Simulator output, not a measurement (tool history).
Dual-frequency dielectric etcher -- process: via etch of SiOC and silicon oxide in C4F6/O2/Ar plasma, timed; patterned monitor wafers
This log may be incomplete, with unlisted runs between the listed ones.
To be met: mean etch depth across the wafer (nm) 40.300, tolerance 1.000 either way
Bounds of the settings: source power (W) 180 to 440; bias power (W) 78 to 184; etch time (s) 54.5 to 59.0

run,hour,source power (W),bias power (W),etch time (s),mean etch depth across the wafer (nm)
1,0.0,310,131,59.0,47.161
2,1.0,280,128,59.0,44.835
3,3.5,280,119,59.0,43.563
4,9.0,270,118,59.0,42.900
5,11.3,310,118,59.0,45.067
6,19.3,350,118,59.0,47.412
7,20.5,320,115,59.0,45.194
8,27.6,300,113,59.0,43.753
9,29.4,290,112,59.0,43.038
10,32.6,280,111,59.0,42.325
11,40.5,270,110,59.0,41.528

Consider the 5 candidate settings below. Which is the only one whose results all fall within their allowed miss of target?
A,48.4,310,123,57.5,?
B,48.4,260,124,57.5,?
C,48.4,220,142,59.0,?
D,48.4,250,121,57.0,?
E,48.4,290,113,59.0,?

move,mean etch depth across the wafer (nm)
A,44.676
B,41.822
C,42.614
D,40.393
E,43.057
A: misses by more than the last run did
B: misses by more than the last run did
C: misses by more than the last run did
D: every result within its allowed miss
E: misses by more than the last run did
Move D is the one to make.

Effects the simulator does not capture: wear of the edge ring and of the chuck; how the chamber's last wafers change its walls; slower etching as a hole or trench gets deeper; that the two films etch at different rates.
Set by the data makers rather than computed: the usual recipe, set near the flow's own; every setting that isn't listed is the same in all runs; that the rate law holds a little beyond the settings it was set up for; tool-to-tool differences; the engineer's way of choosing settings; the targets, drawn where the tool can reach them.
